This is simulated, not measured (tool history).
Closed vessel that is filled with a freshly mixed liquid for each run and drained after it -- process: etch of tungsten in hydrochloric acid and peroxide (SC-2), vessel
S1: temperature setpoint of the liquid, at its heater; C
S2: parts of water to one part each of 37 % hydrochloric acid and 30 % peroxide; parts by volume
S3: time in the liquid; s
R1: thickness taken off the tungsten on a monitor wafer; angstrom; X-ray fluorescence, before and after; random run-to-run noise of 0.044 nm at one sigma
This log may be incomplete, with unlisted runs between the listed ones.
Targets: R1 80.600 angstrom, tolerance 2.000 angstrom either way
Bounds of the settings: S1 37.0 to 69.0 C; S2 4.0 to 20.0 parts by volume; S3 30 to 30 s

run,hour,S1,S2,S3,R1
1,0.0,53.0,11.0,30,68.537
2,8.3,53.0,11.0,30,68.422
3,13.6,53.5,11.0,30,70.472
4,18.9,53.5,7.0,30,102.340
5,22.3,52.5,7.0,30,95.623
6,24.5,52.5,10.5,30,68.985
7,25.7,53.0,10.5,30,71.382
8,27.3,53.5,10.5,30,73.580
9,32.4,54.0,10.5,30,76.882

Below are 4 possible settings for the next run. Only one of them brings all results inside the allowed miss of their targets. Which is it?
A,37.5,55.5,13.0,30,?
B,37.5,58.0,12.5,30,?
C,37.5,60.0,15.5,30,?
D,37.5,55.0,10.0,30,?

move,R1
A,70.132
B,85.134
C,80.029
D,84.880
A: misses by more than the last run did
B: takes the biggest miss from the last run beyond its target
C: every result within its allowed miss
D: takes the biggest miss from the last run beyond its target
The move that meets every target is C.
